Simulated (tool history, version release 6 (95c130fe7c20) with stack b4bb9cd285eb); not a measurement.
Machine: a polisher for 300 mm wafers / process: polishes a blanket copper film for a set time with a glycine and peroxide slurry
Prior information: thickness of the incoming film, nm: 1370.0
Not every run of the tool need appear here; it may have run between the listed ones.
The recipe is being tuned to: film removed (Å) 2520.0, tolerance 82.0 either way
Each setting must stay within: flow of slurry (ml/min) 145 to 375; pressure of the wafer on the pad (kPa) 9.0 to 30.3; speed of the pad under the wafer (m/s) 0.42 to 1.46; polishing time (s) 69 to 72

| run | hour | flow of slurry (ml/min) | pressure of the wafer on the pad (kPa) | speed of the pad under the wafer (m/s) | polishing time (s) | film removed (Å) |
|---|---|---|---|---|---|---|
| 1 | 0.0 | 240 | 19.3 | 0.94 | 69 | 3473.5 |
| 2 | 1.0 | 240 | 22.1 | 0.94 | 69 | 3997.5 |
| 3 | 1.8 | 240 | 21.4 | 0.94 | 69 | 3838.3 |
| 4 | 9.5 | 240 | 20.7 | 0.94 | 69 | 3786.0 |
| 5 | 16.6 | 240 | 20.7 | 0.78 | 69 | 3226.2 |
| 6 | 22.7 | 240 | 20.0 | 0.78 | 69 | 3099.6 |
| 7 | 29.4 | 240 | 20.0 | 0.78 | 69 | 3120.2 |
| 8 | 32.4 | 240 | 19.3 | 0.78 | 69 | 3062.9 |
| 9 | 37.5 | 240 | 18.6 | 0.78 | 69 | 3026.6 |
| 10 | 45.3 | 240 | 17.9 | 0.78 | 69 | 2850.6 |
| 11 | 46.5 | 235 | 16.5 | 0.78 | 69 | 2714.5 |
| 12 | 47.9 | 235 | 15.9 | 0.78 | 69 | 2617.3 |

Of the 5 settings listed for the next run, only one would bring every result within its allowed miss of target. Which one?
| A | 49.3 | 285 | 15.9 | 0.76 | 72 | ? |
| B | 49.3 | 270 | 13.1 | 0.76 | 70 | ? |
| C | 49.3 | 195 | 16.5 | 0.62 | 71 | ? |
| D | 49.3 | 255 | 17.9 | 0.52 | 70 | ? |
| E | 49.3 | 170 | 20.7 | 0.52 | 72 | ? |

| move | film removed (Å) |
|---|---|
| A | 2697.2 |
| B | 2265.3 |
| C | 2339.5 |
| D | 2229.8 |
| E | 2480.2 |
A: lands further from the targets than the last run did
B: pushes the last run's worst result past its target
C: pushes the last run's worst result past its target
D: pushes the last run's worst result past its target
E: every result lands within tolerance
E meets every target.
